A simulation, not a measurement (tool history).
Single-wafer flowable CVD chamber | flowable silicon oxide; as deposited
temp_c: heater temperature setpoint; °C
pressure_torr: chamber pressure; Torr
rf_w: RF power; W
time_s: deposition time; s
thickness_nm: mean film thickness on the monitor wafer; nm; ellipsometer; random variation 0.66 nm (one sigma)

run,hour,temp_c,pressure_torr,rf_w,time_s,thickness_nm
1,0.0,105,0.830,1970,677,424.06
2,2.6,111,0.830,1970,677,336.36
3,11.4,114,0.829,1970,677,302.47
4,15.0,114,0.829,2250,677,308.52
5,20.8,114,0.829,2250,699,317.27
6,25.7,116,0.828,2250,699,297.93
7,31.0,118,0.827,2250,699,276.17
8,31.8,119,0.827,2250,699,266.89
9,33.9,119,0.827,2250,699,266.17
10,34.9,120,0.827,2250,699,257.65

Run 11 comes next. What will it give?
# hour 42.8: thermocouple changed; heater temperature recalibrated
11,42.8,121,0.827,2250,699,?

Run 11 gave thickness_nm 228.57 nm.
